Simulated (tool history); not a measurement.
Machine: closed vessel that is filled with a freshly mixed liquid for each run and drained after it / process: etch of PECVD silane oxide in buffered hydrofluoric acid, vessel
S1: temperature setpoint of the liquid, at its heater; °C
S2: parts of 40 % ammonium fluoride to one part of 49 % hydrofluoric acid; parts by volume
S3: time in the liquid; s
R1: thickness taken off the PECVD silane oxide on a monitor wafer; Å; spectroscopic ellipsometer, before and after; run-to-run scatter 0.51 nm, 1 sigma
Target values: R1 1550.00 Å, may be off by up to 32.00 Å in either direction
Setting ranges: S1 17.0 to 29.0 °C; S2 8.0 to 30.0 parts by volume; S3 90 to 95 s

Run 1, day 0.000: S1 21.0 °C, S2 22.5 parts by volume, S3 90 s. Result: R1 771.80 Å.
Run 2, day 0.133: S1 21.0 °C, S2 22.5 parts by volume, S3 90 s. Result: R1 767.34 Å.
Run 3, day 0.279: S1 23.5 °C, S2 20.0 parts by volume, S3 90 s. Result: R1 957.82 Å.
Run 4, day 0.342: S1 25.5 °C, S2 18.0 parts by volume, S3 90 s. Result: R1 1188.00 Å.
Run 5, day 0.571: S1 24.0 °C, S2 18.0 parts by volume, S3 90 s. Result: R1 1092.30 Å.
Run 6, day 0.762: S1 25.5 °C, S2 17.5 parts by volume, S3 90 s. Result: R1 1217.70 Å.
Run 7, day 0.933: S1 26.5 °C, S2 17.0 parts by volume, S3 90 s. Result: R1 1325.70 Å.
Run 8, day 1.225: S1 27.5 °C, S2 17.0 parts by volume, S3 90 s. Result: R1 1402.20 Å.
Run 9, day 1.346: S1 28.0 °C, S2 17.0 parts by volume, S3 90 s. Result: R1 1447.20 Å.

Below are 4 possible settings for the next run. Only one of them brings all results inside the allowed miss of their targets. Which is it?
Run A, day 1.467: S1 28.5 °C, S2 17.0 parts by volume, S3 95 s. Result: R1 ?.
Run B, day 1.467: S1 27.0 °C, S2 18.0 parts by volume, S3 95 s. Result: R1 ?.
Run C, day 1.467: S1 27.5 °C, S2 16.0 parts by volume, S3 90 s. Result: R1 ?.
Run D, day 1.467: S1 28.0 °C, S2 15.0 parts by volume, S3 90 s. Result: R1 ?.

move       R1
   A  1548.50
   B  1351.20
   C  1476.20
   D  1615.30
A: all results in spec
B: lands further from the targets than the last run did
C: an improvement on the last run, though not all results are within tolerance
D: carries the result that was furthest off beyond its target, to the other side
A is the move that brings every result within its allowed miss.

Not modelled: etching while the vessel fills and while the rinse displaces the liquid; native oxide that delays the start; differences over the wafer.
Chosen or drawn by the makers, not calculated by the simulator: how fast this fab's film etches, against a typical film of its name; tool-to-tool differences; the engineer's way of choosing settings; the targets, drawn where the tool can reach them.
